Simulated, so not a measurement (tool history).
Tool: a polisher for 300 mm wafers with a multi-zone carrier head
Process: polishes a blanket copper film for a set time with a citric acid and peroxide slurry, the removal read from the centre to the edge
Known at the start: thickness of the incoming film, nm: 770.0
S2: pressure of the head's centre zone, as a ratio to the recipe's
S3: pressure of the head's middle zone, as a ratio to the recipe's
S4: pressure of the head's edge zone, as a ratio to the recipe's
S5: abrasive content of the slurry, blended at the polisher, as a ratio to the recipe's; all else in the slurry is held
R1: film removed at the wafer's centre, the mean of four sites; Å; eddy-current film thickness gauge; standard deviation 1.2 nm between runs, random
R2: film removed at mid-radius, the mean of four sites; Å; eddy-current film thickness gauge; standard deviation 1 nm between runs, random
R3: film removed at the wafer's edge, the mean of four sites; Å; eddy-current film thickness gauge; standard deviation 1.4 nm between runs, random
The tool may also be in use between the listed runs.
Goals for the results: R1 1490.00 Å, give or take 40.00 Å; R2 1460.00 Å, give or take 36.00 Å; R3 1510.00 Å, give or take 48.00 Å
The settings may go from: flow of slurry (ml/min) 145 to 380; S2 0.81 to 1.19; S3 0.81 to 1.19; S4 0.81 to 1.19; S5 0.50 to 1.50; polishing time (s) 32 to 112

run 1 hour=0.0 | flow_of_slurry_(ml/min)=245 S2=1.00 S3=1.00 S4=1.00 S5=1.00 polishing_time_(s)=72 | R1=1177.10 R2=1151.90 R3=1216.80
run 2 hour=1.6 | flow_of_slurry_(ml/min)=245 S2=1.00 S3=1.00 S4=1.00 S5=1.00 polishing_time_(s)=57 | R1=919.20 R2=908.88 R3=943.28
run 3 hour=9.8 | flow_of_slurry_(ml/min)=210 S2=1.00 S3=1.00 S4=1.00 S5=1.00 polishing_time_(s)=57 | R1=928.54 R2=900.69 R3=941.92
run 4 hour=13.8 | flow_of_slurry_(ml/min)=210 S2=1.00 S3=1.06 S4=1.00 S5=1.00 polishing_time_(s)=57 | R1=914.39 R2=934.53 R3=965.27
run 5 hour=15.5 | flow_of_slurry_(ml/min)=220 S2=1.03 S3=1.09 S4=1.02 S5=1.10 polishing_time_(s)=60 | R1=1006.70 R2=1046.40 R3=1032.80
run 6 hour=18.0 | flow_of_slurry_(ml/min)=220 S2=1.03 S3=1.09 S4=1.02 S5=1.25 polishing_time_(s)=60 | R1=1041.30 R2=1077.40 R3=1090.40
run 7 hour=24.1 | flow_of_slurry_(ml/min)=220 S2=1.05 S3=1.10 S4=1.04 S5=1.30 polishing_time_(s)=63 | R1=1108.70 R2=1161.40 R3=1156.70
run 8 hour=26.1 | flow_of_slurry_(ml/min)=225 S2=1.07 S3=1.09 S4=1.06 S5=1.35 polishing_time_(s)=65 | R1=1173.90 R2=1203.20 R3=1225.50
run 9 hour=34.3 | flow_of_slurry_(ml/min)=295 S2=1.17 S3=1.16 S4=1.16 S5=1.50 polishing_time_(s)=71 | R1=1410.00 R2=1433.90 R3=1444.30
-- hour=41.1 edge zone pressure recalibrated
run 10 hour=41.1 | flow_of_slurry_(ml/min)=295 S2=1.17 S3=1.16 S4=1.16 S5=1.50 polishing_time_(s)=71 | R1=1434.60 R2=1458.10 R3=1368.90
run 11 hour=49.4 | flow_of_slurry_(ml/min)=290 S2=1.16 S3=1.15 S4=1.17 S5=1.50 polishing_time_(s)=72 | R1=1452.80 R2=1468.20 R3=1395.90
run 12 hour=51.6 | flow_of_slurry_(ml/min)=300 S2=1.16 S3=1.14 S4=1.13 S5=1.50 polishing_time_(s)=72 | R1=1457.40 R2=1422.70 R3=1391.90
run 13 hour=56.3 | flow_of_slurry_(ml/min)=290 S2=1.15 S3=1.13 S4=1.14 S5=1.50 polishing_time_(s)=73 | R1=1467.30 R2=1447.10 R3=1427.00

5 next moves are on the table. One of them brings every result within its allowed miss. Which?
run A hour=61.0 | flow_of_slurry_(ml/min)=265 S2=1.11 S3=1.07 S4=1.19 S5=1.30 polishing_time_(s)=80 | R1=? R2=? R3=?
run B hour=61.0 | flow_of_slurry_(ml/min)=305 S2=0.99 S3=0.97 S4=1.18 S5=1.10 polishing_time_(s)=88 | R1=? R2=? R3=?
run C hour=61.0 | flow_of_slurry_(ml/min)=290 S2=1.11 S3=1.17 S4=1.19 S5=1.50 polishing_time_(s)=71 | R1=? R2=? R3=?
run D hour=61.0 | flow_of_slurry_(ml/min)=375 S2=1.16 S3=1.02 S4=1.09 S5=1.50 polishing_time_(s)=79 | R1=? R2=? R3=?
run E hour=61.0 | flow_of_slurry_(ml/min)=325 S2=1.10 S3=1.04 S4=1.15 S5=1.45 polishing_time_(s)=83 | R1=? R2=? R3=?

move=A R1=1486.10 R2=1469.20 R3=1528.70
move=B R1=1484.00 R2=1441.60 R3=1620.10
move=C R1=1380.80 R2=1471.60 R3=1413.70
move=D R1=1609.70 R2=1484.60 R3=1531.80
move=E R1=1606.10 R2=1555.80 R3=1624.30
A: all results land within tolerance of their targets
B: carries the result that was furthest off beyond its target, to the other side
C: the biggest miss grows against the last run
D: the worst result of the last run now meets its target, but another is out of spec
E: carries the result that was furthest off beyond its target, to the other side
A meets every target.
